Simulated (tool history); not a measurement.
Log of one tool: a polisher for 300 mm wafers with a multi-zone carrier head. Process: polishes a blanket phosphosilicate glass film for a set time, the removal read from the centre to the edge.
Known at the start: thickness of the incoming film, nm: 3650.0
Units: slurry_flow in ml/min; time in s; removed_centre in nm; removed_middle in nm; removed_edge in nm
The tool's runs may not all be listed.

Run 1, hour 0.0: slurry_flow 175 ml/min, centre_zone 1.00, middle_zone 1.00, edge_zone 1.00, slurry_solids 1.00, time 46 s. Result: removed_centre 314.31 nm, removed_middle 302.02 nm, removed_edge 313.09 nm.
Run 2, hour 7.7: slurry_flow 180 ml/min, centre_zone 0.97, middle_zone 1.03, edge_zone 1.04, slurry_solids 1.15, time 47 s. Result: removed_centre 344.50 nm, removed_middle 354.83 nm, removed_edge 347.67 nm.
Run 3, hour 9.9: slurry_flow 180 ml/min, centre_zone 0.97, middle_zone 0.98, edge_zone 1.04, slurry_solids 1.15, time 47 s. Result: removed_centre 334.59 nm, removed_middle 333.72 nm, removed_edge 345.25 nm.
Run 4, hour 15.3: slurry_flow 180 ml/min, centre_zone 0.97, middle_zone 0.98, edge_zone 1.04, slurry_solids 1.05, time 47 s. Result: removed_centre 323.62 nm, removed_middle 318.48 nm, removed_edge 336.75 nm.
Run 5, hour 15.9: slurry_flow 180 ml/min, centre_zone 0.97, middle_zone 0.98, edge_zone 1.12, slurry_solids 1.05, time 47 s. Result: removed_centre 329.74 nm, removed_middle 324.82 nm, removed_edge 345.17 nm.
At hour 24.6: slurry nozzle cleaned.
Run 6, hour 24.6: slurry_flow 185 ml/min, centre_zone 0.94, middle_zone 0.98, edge_zone 1.14, slurry_solids 1.15, time 48 s. Result: removed_centre 361.97 nm, removed_middle 362.83 nm, removed_edge 388.97 nm.
Run 7, hour 30.7: slurry_flow 195 ml/min, centre_zone 0.91, middle_zone 1.00, edge_zone 1.15, slurry_solids 1.20, time 48 s. Result: removed_centre 356.60 nm, removed_middle 377.42 nm, removed_edge 402.03 nm.
Run 8, hour 39.6: slurry_flow 205 ml/min, centre_zone 0.90, middle_zone 1.02, edge_zone 1.16, slurry_solids 1.25, time 48 s. Result: removed_centre 366.11 nm, removed_middle 390.06 nm, removed_edge 412.01 nm.
Run 9, hour 43.8: slurry_flow 205 ml/min, centre_zone 0.89, middle_zone 1.04, edge_zone 1.17, slurry_solids 1.30, time 48 s. Result: removed_centre 361.11 nm, removed_middle 402.08 nm, removed_edge 427.99 nm.

Forecast run 10:
Run 10, hour 47.2: slurry_flow 215 ml/min, centre_zone 0.90, middle_zone 1.07, edge_zone 1.17, slurry_solids 1.35, time 48 s. Result: removed_centre ?, removed_middle ?, removed_edge ?.

Run 10 gave removed_centre 379.30 nm, removed_middle 428.30 nm, removed_edge 429.57 nm.
